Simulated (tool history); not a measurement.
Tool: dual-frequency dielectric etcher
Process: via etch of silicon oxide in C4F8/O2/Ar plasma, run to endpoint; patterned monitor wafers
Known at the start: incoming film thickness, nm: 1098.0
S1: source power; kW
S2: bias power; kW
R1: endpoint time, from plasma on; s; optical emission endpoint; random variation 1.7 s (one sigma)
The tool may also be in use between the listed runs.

Run 1, hour 0.0: S1 2.550 kW, S2 2.224 kW. Result: R1 200.52 s.
Run 2, hour 7.0: S1 2.800 kW, S2 2.224 kW. Result: R1 193.39 s.
Run 3, hour 11.0: S1 2.800 kW, S2 2.513 kW. Result: R1 189.58 s.
Run 4, hour 15.7: S1 2.800 kW, S2 2.865 kW. Result: R1 186.32 s.
Run 5, hour 21.7: S1 2.360 kW, S2 2.573 kW. Result: R1 204.18 s.
Run 6, hour 24.0: S1 2.080 kW, S2 2.503 kW. Result: R1 219.65 s.
Run 7, hour 31.8: S1 1.950 kW, S2 2.477 kW. Result: R1 222.83 s.
At hour 38.6: wet clean of the chamber.
Run 8, hour 38.6: S1 1.840 kW, S2 2.451 kW. Result: R1 225.17 s.
Run 9, hour 41.1: S1 1.840 kW, S2 2.451 kW. Result: R1 223.19 s.

Forecast run 10:
Run 10, hour 47.4: S1 1.840 kW, S2 2.451 kW. Result: R1 ?.

Run 10 gave R1 226.95 s.
